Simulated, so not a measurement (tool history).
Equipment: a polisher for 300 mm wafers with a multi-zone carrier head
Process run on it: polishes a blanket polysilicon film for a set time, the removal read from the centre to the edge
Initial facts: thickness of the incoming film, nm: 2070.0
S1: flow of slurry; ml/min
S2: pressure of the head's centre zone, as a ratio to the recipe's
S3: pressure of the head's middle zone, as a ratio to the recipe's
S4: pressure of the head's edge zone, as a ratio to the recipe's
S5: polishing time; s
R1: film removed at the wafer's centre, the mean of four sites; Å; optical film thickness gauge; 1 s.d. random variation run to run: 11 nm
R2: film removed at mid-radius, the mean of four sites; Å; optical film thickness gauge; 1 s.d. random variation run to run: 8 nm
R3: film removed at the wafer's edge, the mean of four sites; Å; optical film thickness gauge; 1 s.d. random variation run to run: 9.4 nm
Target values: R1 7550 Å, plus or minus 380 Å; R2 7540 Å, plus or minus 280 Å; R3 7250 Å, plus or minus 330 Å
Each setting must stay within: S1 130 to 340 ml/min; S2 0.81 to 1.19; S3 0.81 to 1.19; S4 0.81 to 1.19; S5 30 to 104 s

run,day,S1,S2,S3,S4,S5,R1,R2,R3
1,0,220,1,1,1,67,5013.3,5110.5,4963.6
2,0.238,220,1,1,1,60,4442.3,4547.1,4477.6
3,0.338,225,1.02,1.02,1.04,69,5274.3,5307.3,5211.4
4,0.533,225,1.02,1.02,1.04,60,4591,4634.6,4597.4
5,0.896,275,1.02,1.02,1.04,60,4772,4764.1,4591.5
6,1,275,1.02,1.02,1.07,60,4791.5,4712.1,4692.7
7,1.375,270,1.03,1.04,1.09,69,5369.8,5492,5462.2
8,1.562,275,1.07,1.06,1.1,75,6219.6,6137.6,5965
9,1.85,275,1.08,1.07,1.11,79,6496.4,6459.5,6292.9
10,2.15,275,1.09,1.08,1.12,82,6751.4,6753.8,6669.5
11,2.196,280,1.11,1.1,1.12,84,7360.3,7007.8,6556.9
12,2.342,285,1.1,1.1,1.13,85,7096.7,7152,6814.9

Pick the move, out of 4, that brings all results within their allowed miss; only one does.
A,2.488,270,1.03,0.99,1.19,90,?,?,?
B,2.488,300,1.12,1.11,1.15,88,?,?,?
C,2.488,280,0.98,1.19,1.19,91,?,?,?
D,2.488,250,0.92,1.11,1.16,92,?,?,?

move,R1,R2,R3
A,7050.5,6901.8,7415.5
B,7539.1,7519.5,7187.7
C,6855.9,8202,7500.9
D,6450.1,7709.7,7428.3
A: misses by more than the last run did
B: meets every target
C: takes the result that was furthest off past its target
D: the worst result of the last run now meets its target, but another is out of spec
Answer: B

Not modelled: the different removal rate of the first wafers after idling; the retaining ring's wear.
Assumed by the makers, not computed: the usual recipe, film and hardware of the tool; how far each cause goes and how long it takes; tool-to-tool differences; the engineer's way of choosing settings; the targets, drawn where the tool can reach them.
